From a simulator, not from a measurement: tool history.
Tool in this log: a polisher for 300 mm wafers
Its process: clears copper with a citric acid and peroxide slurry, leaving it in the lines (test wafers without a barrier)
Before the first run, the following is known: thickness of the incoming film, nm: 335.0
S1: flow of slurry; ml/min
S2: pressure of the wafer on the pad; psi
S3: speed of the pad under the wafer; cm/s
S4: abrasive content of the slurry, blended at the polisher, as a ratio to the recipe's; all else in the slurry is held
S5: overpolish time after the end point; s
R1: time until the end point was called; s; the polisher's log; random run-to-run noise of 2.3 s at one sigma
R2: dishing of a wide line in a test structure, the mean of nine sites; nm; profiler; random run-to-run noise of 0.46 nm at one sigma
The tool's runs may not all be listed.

run  hour   S1   S2   S3    S4  S5      R1      R2
  1   0.0  175  3.5  102  1.00   9  141.31  13.060
  2   6.7  175  3.9  102  1.00   9  128.96  14.500
  3  14.7  155  3.9  102  1.00   9  130.88  14.431
  4  21.1  155  3.9   82  1.00   9  162.22  12.274
  5  26.9  155  3.9   82  1.15   9  155.07  12.328
  6  33.4  155  4.0   82  1.15   9  153.34  12.662

Estimate the outcome of run 7 from the log above:
     41.5  -- slurry nozzle cleaned
  7  41.5  155  4.1  82  1.15   9   ?   ?

Logged for run 7: R1 139.47 s, R2 12.505 nm.
